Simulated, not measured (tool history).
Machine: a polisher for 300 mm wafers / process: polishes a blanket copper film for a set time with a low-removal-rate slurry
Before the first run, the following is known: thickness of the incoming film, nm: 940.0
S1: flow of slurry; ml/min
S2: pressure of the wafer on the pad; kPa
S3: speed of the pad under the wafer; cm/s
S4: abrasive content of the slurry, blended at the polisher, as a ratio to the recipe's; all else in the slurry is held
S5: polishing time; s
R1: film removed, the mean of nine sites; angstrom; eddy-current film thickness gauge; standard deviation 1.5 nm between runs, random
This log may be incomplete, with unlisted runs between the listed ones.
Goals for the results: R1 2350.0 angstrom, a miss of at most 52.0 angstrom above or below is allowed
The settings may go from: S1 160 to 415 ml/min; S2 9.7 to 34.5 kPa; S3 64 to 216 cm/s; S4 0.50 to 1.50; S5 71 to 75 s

run,hour,S1,S2,S3,S4,S5,R1
1,0.0,265,22.1,140,1.00,71,2662.0
2,0.9,260,22.1,140,1.00,71,2649.0
3,6.0,260,22.1,114,1.00,71,2189.7
4,7.9,190,22.1,114,1.00,71,2076.8
5,12.3,205,22.1,114,1.00,71,2139.3
6,13.3,215,22.1,114,1.00,71,2132.2
7,17.2,215,22.1,114,1.00,71,2140.6
8,24.6,225,22.1,114,1.00,71,2156.2
9,27.3,235,22.1,114,1.00,71,2162.8

Consider the 4 candidate settings below. Which is the only one whose results all fall within their allowed miss of target?
A,30.0,225,20.7,116,1.05,75,?
B,30.0,265,21.4,120,1.05,71,?
C,30.0,160,21.4,142,0.70,74,?
D,30.0,265,22.8,96,0.95,71,?

move,R1
A,2182.4
B,2248.2
C,2368.3
D,1890.9
A: nearer the targets than the last run, but a result is still out of spec
B: nearer the targets than the last run, but a result is still out of spec
C: all results in spec
D: lands further from the targets than the last run did
Answer: C
